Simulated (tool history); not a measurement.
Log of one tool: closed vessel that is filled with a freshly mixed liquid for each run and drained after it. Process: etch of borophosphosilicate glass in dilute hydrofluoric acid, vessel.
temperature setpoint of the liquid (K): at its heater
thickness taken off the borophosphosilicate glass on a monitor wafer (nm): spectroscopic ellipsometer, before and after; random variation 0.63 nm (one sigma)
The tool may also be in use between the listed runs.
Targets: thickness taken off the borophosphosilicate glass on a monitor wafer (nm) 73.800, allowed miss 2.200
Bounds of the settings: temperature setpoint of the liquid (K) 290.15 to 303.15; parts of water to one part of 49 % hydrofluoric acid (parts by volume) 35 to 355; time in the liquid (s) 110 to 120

| run | hour | temperature setpoint of the liquid (K) | parts of water to one part of 49 % hydrofluoric acid (parts by volume) | time in the liquid (s) | thickness taken off the borophosphosilicate glass on a monitor wafer (nm) |
|---|---|---|---|---|---|
| 1 | 0.0 | 295.15 | 195 | 110 | 38.769 |
| 2 | 7.3 | 297.15 | 175 | 110 | 47.906 |
| 3 | 9.5 | 297.15 | 175 | 120 | 51.773 |
| 4 | 13.1 | 298.65 | 165 | 120 | 58.829 |
| 5 | 21.9 | 299.65 | 160 | 120 | 63.460 |
| 6 | 26.3 | 300.65 | 160 | 120 | 66.347 |
| 7 | 28.7 | 301.15 | 160 | 120 | 68.270 |
| 8 | 30.7 | 301.15 | 160 | 120 | 67.463 |
| 9 | 34.7 | 301.65 | 160 | 120 | 67.971 |

Which of these 5 next moves meets every target?
| A | 38.7 | 295.15 | 135 | 110 | ? |
| B | 38.7 | 301.65 | 145 | 115 | ? |
| C | 38.7 | 302.15 | 165 | 120 | ? |
| D | 38.7 | 302.15 | 160 | 120 | ? |
| E | 38.7 | 303.15 | 180 | 120 | ? |

| move | thickness taken off the borophosphosilicate glass on a monitor wafer (nm) |
|---|---|
| A | 60.653 |
| B | 74.692 |
| C | 68.003 |
| D | 70.571 |
| E | 63.382 |
A: further off than the last run
B: meets every target
C: as far off as the last run
D: nearer than the last run, and not there yet
E: further off than the last run
Answer: B

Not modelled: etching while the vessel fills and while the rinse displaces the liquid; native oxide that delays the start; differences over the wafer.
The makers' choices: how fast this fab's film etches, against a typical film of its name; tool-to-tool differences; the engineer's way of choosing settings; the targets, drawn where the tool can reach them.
